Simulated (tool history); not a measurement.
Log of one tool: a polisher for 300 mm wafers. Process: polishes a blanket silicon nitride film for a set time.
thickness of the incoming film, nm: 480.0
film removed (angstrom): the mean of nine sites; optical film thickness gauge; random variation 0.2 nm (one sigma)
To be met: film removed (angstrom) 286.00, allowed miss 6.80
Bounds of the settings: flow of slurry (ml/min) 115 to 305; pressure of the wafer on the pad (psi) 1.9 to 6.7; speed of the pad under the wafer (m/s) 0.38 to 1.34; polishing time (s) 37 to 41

run,hour,flow of slurry (ml/min),pressure of the wafer on the pad (psi),speed of the pad under the wafer (m/s),polishing time (s),film removed (angstrom)
1,0.0,195,4.3,0.86,41,830.69
2,7.9,195,4.3,0.66,41,678.22
3,12.4,190,3.9,0.60,41,560.99
4,19.8,185,3.5,0.58,41,494.18
5,21.9,180,3.2,0.56,41,440.71
6,24.0,180,2.8,0.56,41,389.12
7,32.3,175,2.6,0.56,41,357.26
8,33.8,125,1.9,0.56,41,251.82
9,41.8,135,1.9,0.56,41,256.67
10,42.6,140,1.9,0.56,41,257.38
11,45.3,145,1.9,0.56,41,259.84
12,48.2,150,1.9,0.56,41,260.38
13,56.4,160,1.9,0.56,41,265.39
14,61.7,165,1.9,0.56,41,264.48
15,65.5,175,1.9,0.56,41,268.20
16,71.9,180,1.9,0.56,41,265.78
17,77.2,185,1.9,0.56,41,271.45
18,83.8,190,1.9,0.56,41,272.67
19,85.7,195,1.9,0.56,41,269.40
20,88.6,200,1.9,0.56,41,273.96
21,94.1,205,1.9,0.56,41,276.48
22,101.7,210,1.9,0.56,41,272.80
23,106.9,215,1.9,0.56,41,276.10
24,114.1,220,1.9,0.56,41,273.00
# hour 116.6: head pressure recalibrated
25,116.6,225,2.0,0.56,41,266.00
26,123.5,220,2.0,0.56,41,260.42
27,131.8,275,2.2,0.56,41,295.93

Which of these 5 next moves meets every target?
A,140.1,235,3.1,0.40,41,?
B,140.1,290,2.7,0.48,37,?
C,140.1,260,2.7,0.48,40,?
D,140.1,245,2.3,0.56,41,?
E,140.1,275,2.5,0.58,37,?

move,film removed (angstrom)
A,309.33
B,287.89
C,308.00
D,303.96
E,308.69
A: further off than the last run
B: meets every target
C: further off than the last run
D: further off than the last run
E: further off than the last run
Move B is the one to make.
